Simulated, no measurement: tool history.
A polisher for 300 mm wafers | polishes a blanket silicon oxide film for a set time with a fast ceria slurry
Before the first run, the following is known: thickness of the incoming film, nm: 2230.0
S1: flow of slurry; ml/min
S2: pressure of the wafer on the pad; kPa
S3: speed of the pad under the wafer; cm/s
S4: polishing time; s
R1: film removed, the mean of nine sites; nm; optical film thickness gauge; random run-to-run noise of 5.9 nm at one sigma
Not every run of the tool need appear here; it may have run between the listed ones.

run,hour,S1,S2,S3,S4,R1
1,0,210,20,108,50,992.87
2,1.6,210,17.9,106,50,890.22
3,6.6,210,17.9,106,50,907.82
4,14,210,17.9,106,53,937.39
5,14.7,210,15.9,102,53,820.44
6,20.5,185,15.9,102,53,786.86
7,28.4,180,14.5,102,53,727.4
8,35.3,180,14.5,102,53,736.46
9,39.6,180,9,88,53,407.59

Run 10, settings as shown, results not yet in. Your forecast:
10,48.1,180,9.7,88,53,?

{"run 10": {"R1": 436.29}}
